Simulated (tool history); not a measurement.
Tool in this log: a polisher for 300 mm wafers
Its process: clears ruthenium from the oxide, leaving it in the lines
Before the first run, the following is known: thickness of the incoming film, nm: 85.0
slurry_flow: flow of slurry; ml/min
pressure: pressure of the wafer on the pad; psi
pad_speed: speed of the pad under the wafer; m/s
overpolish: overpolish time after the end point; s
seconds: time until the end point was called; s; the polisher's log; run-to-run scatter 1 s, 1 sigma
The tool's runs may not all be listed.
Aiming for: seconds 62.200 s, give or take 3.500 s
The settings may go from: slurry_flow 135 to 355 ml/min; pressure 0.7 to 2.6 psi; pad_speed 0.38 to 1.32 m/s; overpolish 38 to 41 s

| run | hour | slurry_flow | pressure | pad_speed | overpolish | seconds |
|---|---|---|---|---|---|---|
| 1 | 0.0 | 225 | 1.6 | 0.84 | 38 | 105.500 |
| 2 | 0.6 | 225 | 1.8 | 0.84 | 38 | 97.391 |
| 3 | 6.2 | 225 | 1.4 | 0.84 | 38 | 125.030 |
| 4 | 13.4 | 280 | 1.4 | 0.84 | 38 | 121.210 |
| 5 | 22.2 | 280 | 1.6 | 0.84 | 38 | 106.790 |
| 6 | 24.6 | 280 | 1.6 | 0.92 | 38 | 97.965 |
| 7 | 33.4 | 280 | 1.7 | 0.92 | 38 | 93.102 |
| 8 | 39.4 | 280 | 1.7 | 0.92 | 38 | 93.415 |
| 9 | 43.7 | 280 | 1.8 | 0.92 | 38 | 90.138 |
| 10 | 45.1 | 280 | 1.9 | 0.94 | 38 | 81.555 |
| 11 | 46.3 | 280 | 2.3 | 0.96 | 38 | 66.811 |

5 next moves are on the table. One of them brings every result within its allowed miss. Which?
| A | 47.5 | 285 | 2.1 | 0.98 | 39 | ? |
| B | 47.5 | 340 | 2.2 | 0.92 | 38 | ? |
| C | 47.5 | 290 | 2.3 | 1.02 | 38 | ? |
| D | 47.5 | 245 | 2.5 | 0.86 | 38 | ? |
| E | 47.5 | 325 | 2.1 | 0.98 | 38 | ? |

| move | seconds |
|---|---|
| A | 72.422 |
| B | 72.649 |
| C | 63.639 |
| D | 70.168 |
| E | 71.722 |
A: further off than the last run
B: further off than the last run
C: hits every target within its allowed miss
D: further off than the last run
E: further off than the last run
Go with C: it meets all targets.

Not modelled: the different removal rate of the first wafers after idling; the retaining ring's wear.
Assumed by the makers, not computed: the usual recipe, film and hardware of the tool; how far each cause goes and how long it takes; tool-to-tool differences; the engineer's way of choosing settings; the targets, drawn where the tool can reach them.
